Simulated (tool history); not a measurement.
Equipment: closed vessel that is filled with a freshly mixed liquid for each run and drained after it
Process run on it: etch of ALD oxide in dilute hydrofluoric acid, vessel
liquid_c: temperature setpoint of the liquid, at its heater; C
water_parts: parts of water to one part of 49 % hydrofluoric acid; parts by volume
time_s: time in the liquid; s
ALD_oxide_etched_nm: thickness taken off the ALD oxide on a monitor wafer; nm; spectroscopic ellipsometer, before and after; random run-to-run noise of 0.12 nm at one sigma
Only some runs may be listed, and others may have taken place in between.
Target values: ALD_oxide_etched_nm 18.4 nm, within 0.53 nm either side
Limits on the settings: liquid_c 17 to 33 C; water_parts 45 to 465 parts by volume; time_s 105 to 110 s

run	hour	liquid_c	water_parts	time_s	ALD_oxide_etched_nm
1	0	25	255	105	10.413
2	8.9	25	255	110	10.825
3	13.5	27	255	110	11.657
4	19.1	28	245	110	12.694
5	22	29	235	110	13.731
6	23.8	29	235	105	13.141
7	30.2	29	235	105	13.081
8	32.4	29	235	105	13.072
9	40.9	33	185	105	20.439
10	48.5	32.5	185	105	20.11
11	51.3	32	185	105	19.808
12	60.2	31.5	185	105	19.265

4 next moves are on the table. One of them brings every result within its allowed miss. Which?
A	69.1	30.5	200	105	?
B	69.1	31.5	200	110	?
C	69.1	31.5	205	105	?
D	69.1	33	215	105	?

move	ALD_oxide_etched_nm
A	17.115
B	18.553
C	17.169
D	16.995
A: the result that was furthest off in the last run now lies on the other side of its target
B: every result within its allowed miss
C: the result that was furthest off in the last run now lies on the other side of its target
D: the result that was furthest off in the last run now lies on the other side of its target
Move B is the one to make.
